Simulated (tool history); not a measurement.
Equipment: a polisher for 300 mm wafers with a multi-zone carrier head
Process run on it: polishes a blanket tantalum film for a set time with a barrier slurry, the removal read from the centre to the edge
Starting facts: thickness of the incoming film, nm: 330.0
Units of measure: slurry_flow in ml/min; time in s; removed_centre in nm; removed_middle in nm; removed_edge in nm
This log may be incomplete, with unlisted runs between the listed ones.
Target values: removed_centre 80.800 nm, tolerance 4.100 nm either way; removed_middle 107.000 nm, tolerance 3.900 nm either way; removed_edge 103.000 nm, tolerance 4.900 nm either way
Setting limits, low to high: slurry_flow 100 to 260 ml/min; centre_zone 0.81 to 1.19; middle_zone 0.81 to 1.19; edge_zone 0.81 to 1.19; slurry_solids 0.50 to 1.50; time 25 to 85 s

| run | hour | slurry_flow | centre_zone | middle_zone | edge_zone | slurry_solids | time | removed_centre | removed_middle | removed_edge |
|---|---|---|---|---|---|---|---|---|---|---|
| 1 | 0.0 | 165 | 1.00 | 1.00 | 1.00 | 1.00 | 55 | 74.421 | 80.131 | 78.391 |
| 2 | 6.3 | 165 | 1.00 | 1.00 | 1.00 | 1.20 | 55 | 75.253 | 82.708 | 82.143 |
| 3 | 12.0 | 170 | 0.99 | 1.02 | 1.02 | 1.25 | 56 | 78.346 | 86.069 | 83.194 |
| 4 | 19.4 | 165 | 0.95 | 1.02 | 1.02 | 1.30 | 59 | 78.162 | 91.792 | 89.186 |
|  | 25.4 | slurry nozzle cleaned |
| 5 | 25.4 | 165 | 0.95 | 1.02 | 1.07 | 1.30 | 59 | 88.486 | 97.732 | 95.869 |
| 6 | 32.0 | 165 | 1.01 | 1.02 | 1.07 | 1.30 | 59 | 93.425 | 98.415 | 95.502 |
| 7 | 40.2 | 160 | 0.97 | 1.03 | 1.08 | 1.35 | 59 | 91.269 | 99.332 | 97.107 |
| 8 | 42.9 | 155 | 0.94 | 1.04 | 1.08 | 1.40 | 59 | 86.833 | 99.617 | 96.262 |
| 9 | 50.2 | 150 | 0.91 | 1.05 | 1.09 | 1.40 | 59 | 83.771 | 102.450 | 97.237 |
| 10 | 51.7 | 150 | 0.89 | 1.05 | 1.10 | 1.40 | 59 | 82.520 | 101.390 | 96.033 |

Exactly one of the 5 candidate moves below puts every result within its allowed miss. Which one?
| A | 53.2 | 200 | 0.99 | 1.01 | 1.04 | 1.45 | 54 | ? | ? | ? |
| B | 53.2 | 140 | 0.90 | 0.96 | 1.12 | 1.40 | 58 | ? | ? | ? |
| C | 53.2 | 115 | 0.82 | 0.87 | 1.04 | 1.40 | 70 | ? | ? | ? |
| D | 53.2 | 180 | 0.82 | 1.04 | 1.09 | 1.45 | 61 | ? | ? | ? |
| E | 53.2 | 175 | 0.96 | 1.17 | 1.18 | 1.45 | 52 | ? | ? | ? |

| move | removed_centre | removed_middle | removed_edge |
|---|---|---|---|
| A | 86.741 | 92.843 | 89.910 |
| B | 79.431 | 90.319 | 96.067 |
| C | 84.051 | 97.278 | 109.300 |
| D | 79.803 | 106.130 | 102.880 |
| E | 79.482 | 99.608 | 90.927 |
A: lands further from the targets than the last run did
B: lands further from the targets than the last run did
C: lands further from the targets than the last run did
D: in spec on every target
E: lands further from the targets than the last run did
Go with D: it meets all targets.
